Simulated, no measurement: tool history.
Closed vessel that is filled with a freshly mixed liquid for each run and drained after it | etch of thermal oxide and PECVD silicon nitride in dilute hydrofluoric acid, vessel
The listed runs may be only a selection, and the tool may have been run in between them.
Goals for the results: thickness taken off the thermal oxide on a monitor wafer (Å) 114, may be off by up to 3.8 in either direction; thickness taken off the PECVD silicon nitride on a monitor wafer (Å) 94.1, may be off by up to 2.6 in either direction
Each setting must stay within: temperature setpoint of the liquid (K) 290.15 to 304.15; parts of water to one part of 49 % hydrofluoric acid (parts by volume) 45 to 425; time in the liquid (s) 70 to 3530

run  hour  temperature setpoint of the liquid (K)  parts of water to one part of 49 % hydrofluoric acid (parts by volume)  time in the liquid (s)  thickness taken off the thermal oxide on a monitor wafer (Å)  thickness taken off the PECVD silicon nitride on a monitor wafer (Å)
  1     0                                  296.15                                                                     235                    1800                                                         264.2                                                                175.05
  2   1.6                                  296.15                                                                     235                    2345                                                        341.38                                                                229.31
  3   4.7                                  296.15                                                                     265                    2325                                                        291.38                                                                203.33
  4   6.8                                  296.15                                                                     265                    1920                                                        237.63                                                                167.22
  5  14.8                                  298.65                                                                     265                    1920                                                        266.66                                                                 194.5
  6  22.6                                  300.15                                                                     265                    1920                                                        277.81                                                                211.71
  7  26.6                                  299.15                                                                     290                    1975                                                         247.9                                                                189.97
  8  34.2                                  298.15                                                                     315                    2005                                                        218.98                                                                162.41
  9  42.7                                  298.15                                                                     335                    1940                                                        192.99                                                                150.54
 10  44.7                                  294.15                                                                     425                    2050                                                        128.65                                                                100.92
 11  48.1                                  296.65                                                                     425                    1725                                                        119.34                                                                96.935

Next run, 4 choices. One meets every target within its allowed miss, the rest don't. Which?
  A  51.5                                  295.65                                                                     380                    1595                                                             ?                                                                     ?
  B  51.5                                  297.65                                                                     420                    1660                                                             ?                                                                     ?
  C  51.5                                  301.15                                                                     425                    1375                                                             ?                                                                     ?
  D  51.5                                  296.65                                                                     425                    1680                                                             ?                                                                     ?

move  thickness taken off the thermal oxide on a monitor wafer (Å)  thickness taken off the PECVD silicon nitride on a monitor wafer (Å)
   A                                                        124.58                                                                 94.13
   B                                                        120.53                                                                99.826
   C                                                        109.36                                                                99.641
   D                                                        116.23                                                                94.218
A: moves away from the targets compared with the last run
B: moves away from the targets compared with the last run
C: carries the result that was furthest off beyond its target, to the other side
D: in spec on every target
Move D is the one to make.
